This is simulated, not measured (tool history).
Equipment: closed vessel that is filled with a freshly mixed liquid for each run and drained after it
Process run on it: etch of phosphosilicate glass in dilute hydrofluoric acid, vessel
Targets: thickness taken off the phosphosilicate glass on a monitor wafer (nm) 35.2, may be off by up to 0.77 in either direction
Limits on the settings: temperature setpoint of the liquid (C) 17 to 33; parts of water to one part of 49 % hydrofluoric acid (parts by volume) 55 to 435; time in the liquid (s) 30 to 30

run	hour	temperature setpoint of the liquid (C)	parts of water to one part of 49 % hydrofluoric acid (parts by volume)	time in the liquid (s)	thickness taken off the phosphosilicate glass on a monitor wafer (nm)
1	0	25	245	30	19.833
2	4.2	25	245	30	19.777
3	9	26	240	30	21.304
4	11.8	26.5	235	30	21.759
5	13.9	29.5	235	30	24.771
6	19.2	30	230	30	25.673
7	24.5	33	180	30	38.635
8	27.1	31.5	180	30	36.316

Consider the 4 candidate settings below. Which is the only one whose results all fall within their allowed miss of target?
A	29.7	31.5	185	30	?
B	29.7	31.5	175	30	?
C	29.7	32.5	185	30	?
D	29.7	27.5	160	30	?

move	thickness taken off the phosphosilicate glass on a monitor wafer (nm)
A	34.932
B	37.411
C	36.147
D	36.162
A: in spec on every target
B: misses by more than the last run did
C: nearer than the last run, and not there yet
D: nearer than the last run, and not there yet
So the answer is move A, the one that meets all the targets.
